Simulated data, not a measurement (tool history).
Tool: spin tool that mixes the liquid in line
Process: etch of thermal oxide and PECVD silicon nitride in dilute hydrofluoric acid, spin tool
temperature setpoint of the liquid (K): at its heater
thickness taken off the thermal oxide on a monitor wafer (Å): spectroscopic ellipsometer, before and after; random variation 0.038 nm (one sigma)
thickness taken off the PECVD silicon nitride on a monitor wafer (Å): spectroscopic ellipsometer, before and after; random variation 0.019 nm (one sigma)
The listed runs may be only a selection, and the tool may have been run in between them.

run	day	temperature setpoint of the liquid (K)	parts of water to one part of 49 % hydrofluoric acid (parts by volume)	time under the liquid (s)	thickness taken off the thermal oxide on a monitor wafer (Å)	thickness taken off the PECVD silicon nitride on a monitor wafer (Å)
1	0	298.15	60	180	139.75	74.743
2	0.042	301.15	60	180	154.54	90.619
3	0.275	301.15	45	180	213.96	122.67
4	0.388	301.15	60	180	156.84	91.192
5	0.442	298.15	60	180	139.27	74.412
6	0.696	298.15	60	230	176.82	94.994
7	0.842	297.15	75	215	124.8	66.71
8	0.942	296.15	85	195	94.66	50.242
9	0.975	295.15	90	180	78.964	40.567

Run 10, settings as shown, results not yet in. Your forecast:
10	1.125	294.65	95	165	?	?

thickness taken off the thermal oxide on a monitor wafer (Å): 67.427
thickness taken off the PECVD silicon nitride on a monitor wafer (Å): 34.227

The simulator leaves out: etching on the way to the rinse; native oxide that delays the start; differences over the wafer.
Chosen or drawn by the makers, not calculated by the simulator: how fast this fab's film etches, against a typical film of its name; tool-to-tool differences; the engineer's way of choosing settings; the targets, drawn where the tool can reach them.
